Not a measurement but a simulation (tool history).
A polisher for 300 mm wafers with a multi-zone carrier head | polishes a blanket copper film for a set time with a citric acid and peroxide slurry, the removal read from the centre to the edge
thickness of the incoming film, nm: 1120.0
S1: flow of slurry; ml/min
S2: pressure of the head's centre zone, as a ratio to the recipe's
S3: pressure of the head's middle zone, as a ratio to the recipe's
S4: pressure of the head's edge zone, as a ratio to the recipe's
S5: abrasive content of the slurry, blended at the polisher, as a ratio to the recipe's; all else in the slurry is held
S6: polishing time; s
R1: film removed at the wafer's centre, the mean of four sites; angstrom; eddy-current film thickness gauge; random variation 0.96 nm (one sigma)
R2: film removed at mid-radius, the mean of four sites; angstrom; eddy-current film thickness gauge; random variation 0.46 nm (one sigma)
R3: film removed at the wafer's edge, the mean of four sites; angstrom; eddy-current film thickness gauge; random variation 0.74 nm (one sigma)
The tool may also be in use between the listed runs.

run,hour,S1,S2,S3,S4,S5,S6,R1,R2,R3
1,0,130,1,1,1,1,47,1227,1201,1206.5
2,1.6,120,0.98,0.96,0.99,0.9,44,1079.7,1046.4,1073.3
3,7.6,110,0.96,0.92,1,0.8,42,972.35,917.09,993.36
4,16.4,110,0.96,0.96,1,0.8,42,967.54,947.06,1012.5
5,19.2,105,0.94,0.93,0.99,0.7,41,901.45,867.56,955.32
6,28,100,0.93,0.91,0.97,0.65,40,812.94,814.2,880.35
7,29.5,95,0.93,0.89,0.97,0.6,40,786.46,775.63,852.68
8,38.1,90,0.93,0.87,0.98,0.6,40,789.74,741.51,865.46

The next listed run, before its measurement:
9,39.8,90,0.93,0.86,0.97,0.6,40,?,?,?

{"run 9": {"R1": 781.13, "R2": 738.95, "R3": 853.05}}
